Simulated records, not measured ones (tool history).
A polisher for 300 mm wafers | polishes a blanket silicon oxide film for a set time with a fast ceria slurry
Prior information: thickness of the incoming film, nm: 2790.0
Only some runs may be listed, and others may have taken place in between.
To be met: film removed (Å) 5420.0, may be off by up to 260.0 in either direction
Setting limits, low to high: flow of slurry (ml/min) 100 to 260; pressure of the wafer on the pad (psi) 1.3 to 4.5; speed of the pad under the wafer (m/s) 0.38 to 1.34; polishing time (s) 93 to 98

run	hour	flow of slurry (ml/min)	pressure of the wafer on the pad (psi)	speed of the pad under the wafer (m/s)	polishing time (s)	film removed (Å)
1	0.0	165	2.9	0.86	93	10464.0
2	5.1	185	2.9	0.86	93	10676.0
3	12.2	185	2.9	1.00	93	12593.0
4	19.5	185	2.7	0.98	93	11473.0
5	21.3	185	3.2	0.98	93	13561.0
6	25.1	185	3.0	0.96	93	12185.0
7	28.1	185	2.8	0.94	93	11431.0
8	32.0	170	2.0	0.70	93	6137.0
# hour 40.2: head pressure recalibrated
9	40.2	170	1.8	0.70	93	6376.6
10	43.0	170	1.7	0.70	93	5910.2

Below are 5 possible settings for the next run. Only one of them brings all results inside the allowed miss of their targets. Which is it?
A	45.8	160	2.0	0.64	93	?
B	45.8	150	1.7	0.60	94	?
C	45.8	160	1.4	0.84	98	?
D	45.8	180	1.5	0.78	94	?
E	45.8	115	1.9	0.58	98	?

move	film removed (Å)
A	6178.1
B	4990.6
C	6033.5
D	5822.9
E	5426.3
A: moves away from the targets compared with the last run
B: takes the biggest miss from the last run beyond its target
C: moves away from the targets compared with the last run
D: an improvement on the last run, though not all results are within tolerance
E: all results land within tolerance of their targets
E is the move that brings every result within its allowed miss.
